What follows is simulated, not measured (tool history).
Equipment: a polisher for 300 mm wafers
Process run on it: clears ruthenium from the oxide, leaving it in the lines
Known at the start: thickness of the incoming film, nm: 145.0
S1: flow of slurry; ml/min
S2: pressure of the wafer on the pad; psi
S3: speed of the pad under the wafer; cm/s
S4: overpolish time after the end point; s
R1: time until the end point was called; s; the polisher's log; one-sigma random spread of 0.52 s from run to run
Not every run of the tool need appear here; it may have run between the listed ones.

| run | day | S1 | S2 | S3 | S4 | R1 |
|---|---|---|---|---|---|---|
| 1 | 0.000 | 220 | 2.2 | 112 | 7 | 89.352 |
| 2 | 0.188 | 220 | 2.2 | 112 | 7 | 88.031 |
| 3 | 0.325 | 220 | 2.5 | 112 | 7 | 78.168 |
| 4 | 0.688 | 185 | 2.5 | 112 | 7 | 80.456 |
| 5 | 0.908 | 200 | 2.8 | 112 | 7 | 70.268 |
| 6 | 1.100 | 210 | 3.0 | 112 | 7 | 65.852 |
| 7 | 1.392 | 210 | 3.2 | 114 | 7 | 61.089 |

What will run 8 give?
| 8 | 1.629 | 210 | 3.3 | 116 | 7 | ? |

R1: 58.781 s
